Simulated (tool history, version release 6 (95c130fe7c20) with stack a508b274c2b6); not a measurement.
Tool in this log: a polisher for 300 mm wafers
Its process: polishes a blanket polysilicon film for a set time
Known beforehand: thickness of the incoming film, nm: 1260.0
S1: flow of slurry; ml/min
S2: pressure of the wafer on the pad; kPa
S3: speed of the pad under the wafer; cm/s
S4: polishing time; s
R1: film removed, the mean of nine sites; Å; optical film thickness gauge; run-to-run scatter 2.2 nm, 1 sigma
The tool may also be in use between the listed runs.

run    day   S1    S2   S3  S4      R1
  1      0  165  13.1  128  34  2710.6
  2  0.354  135  13.1  128  34  2734.2
  3  0.671  170  13.1  128  34  2779.8
  4  0.792  170  13.1  112  34  2496.3
  5  0.933  145  13.1  112  34  2368.7
  6    1.2  145  11.7  110  34  2040.3
  7  1.371  145    11  110  34  1902.7

For run 8, what comes out?
  8  1.554  145  7.6  108  34   ?

Run 8 produced R1 1359.2 Å.

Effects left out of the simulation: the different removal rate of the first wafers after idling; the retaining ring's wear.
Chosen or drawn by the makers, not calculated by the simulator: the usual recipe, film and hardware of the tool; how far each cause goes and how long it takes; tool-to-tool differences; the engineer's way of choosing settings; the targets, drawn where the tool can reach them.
